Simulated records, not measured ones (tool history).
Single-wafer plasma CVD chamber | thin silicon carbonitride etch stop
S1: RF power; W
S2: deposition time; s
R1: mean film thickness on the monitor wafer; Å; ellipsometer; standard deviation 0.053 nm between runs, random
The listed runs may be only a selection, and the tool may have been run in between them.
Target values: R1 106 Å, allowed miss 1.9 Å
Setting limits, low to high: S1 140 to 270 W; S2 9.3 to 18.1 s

Run 1, hour 0: S1 205 W, S2 13.7 s. Result: R1 89.111 Å.
Run 2, hour 4.1: S1 215 W, S2 14.1 s. Result: R1 94.308 Å.
Run 3, hour 5.7: S1 225 W, S2 14.2 s. Result: R1 96.974 Å.
Run 4, hour 8.8: S1 250 W, S2 14.2 s. Result: R1 99.096 Å.
Run 5, hour 9.8: S1 265 W, S2 14.2 s. Result: R1 101.46 Å.
Run 6, hour 18.6: S1 270 W, S2 14.2 s. Result: R1 101.69 Å.
Run 7, hour 27.1: S1 270 W, S2 14.3 s. Result: R1 103.08 Å.
Run 8, hour 29.3: S1 270 W, S2 14.4 s. Result: R1 103.82 Å.

Consider the 5 candidate settings below. Which is the only one whose results all fall within their allowed miss of target?
Run A, hour 31.5: S1 270 W, S2 15.6 s. Result: R1 ?.
Run B, hour 31.5: S1 260 W, S2 14.2 s. Result: R1 ?.
Run C, hour 31.5: S1 270 W, S2 15.4 s. Result: R1 ?.
Run D, hour 31.5: S1 270 W, S2 14.8 s. Result: R1 ?.
Run E, hour 31.5: S1 265 W, S2 14.2 s. Result: R1 ?.

move      R1
   A  112.38
   B  101.02
   C  110.93
   D  106.61
   E  101.66
A: takes the biggest miss from the last run beyond its target
B: misses by more than the last run did
C: takes the biggest miss from the last run beyond its target
D: meets every target
E: misses by more than the last run did
The move that meets every target is D.
